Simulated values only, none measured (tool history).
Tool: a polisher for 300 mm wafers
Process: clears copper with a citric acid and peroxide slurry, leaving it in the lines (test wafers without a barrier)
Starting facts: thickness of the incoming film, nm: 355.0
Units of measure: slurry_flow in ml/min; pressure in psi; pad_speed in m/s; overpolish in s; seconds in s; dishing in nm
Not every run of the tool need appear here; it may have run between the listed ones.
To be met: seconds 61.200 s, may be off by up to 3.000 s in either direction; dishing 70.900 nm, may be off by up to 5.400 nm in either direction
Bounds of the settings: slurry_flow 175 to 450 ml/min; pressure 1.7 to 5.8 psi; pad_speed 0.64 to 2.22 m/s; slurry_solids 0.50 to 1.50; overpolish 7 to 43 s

run,hour,slurry_flow,pressure,pad_speed,slurry_solids,overpolish,seconds,dishing
1,0.0,290,3.7,1.42,1.00,22,91.661,54.251
2,8.9,325,3.7,1.42,1.00,22,87.670,55.349
3,14.5,330,3.9,1.42,1.00,22,85.269,57.112
4,20.6,330,3.0,1.42,1.00,22,108.030,47.157
5,24.5,330,3.3,1.42,1.00,22,98.553,47.772
6,32.3,335,3.5,1.42,1.00,22,91.844,52.498
7,39.8,340,3.7,1.42,1.00,22,87.192,56.197
8,41.2,345,3.8,1.42,1.00,22,87.632,53.373
9,43.1,345,4.0,1.42,1.00,22,80.658,57.549
10,51.9,345,4.1,1.42,1.00,22,80.660,58.237
11,57.4,345,4.2,1.42,1.00,22,77.110,60.174
12,60.5,345,4.3,1.42,1.00,22,74.526,60.933
13,69.2,345,4.4,1.42,1.00,22,74.933,65.563
14,74.5,345,4.5,1.42,1.00,21,72.666,64.257

Of the 5 settings listed for the next run, only one would bring every result within its allowed miss of target. Which one?
A,79.8,370,4.4,1.54,1.05,24,?,?
B,79.8,305,4.5,1.56,0.95,26,?,?
C,79.8,385,5.5,1.52,1.15,15,?,?
D,79.8,435,4.2,1.32,0.90,21,?,?
E,79.8,330,4.9,1.50,1.20,21,?,?

move,seconds,dishing
A,66.743,72.220
B,66.703,76.338
C,53.326,61.780
D,82.339,56.312
E,60.763,71.021
A: better than the last run, though not everything is in spec
B: better than the last run, though not everything is in spec
C: the result that was furthest off in the last run now lies on the other side of its target
D: further off than the last run
E: every result lands within tolerance
Correct choice: E, which meets every target

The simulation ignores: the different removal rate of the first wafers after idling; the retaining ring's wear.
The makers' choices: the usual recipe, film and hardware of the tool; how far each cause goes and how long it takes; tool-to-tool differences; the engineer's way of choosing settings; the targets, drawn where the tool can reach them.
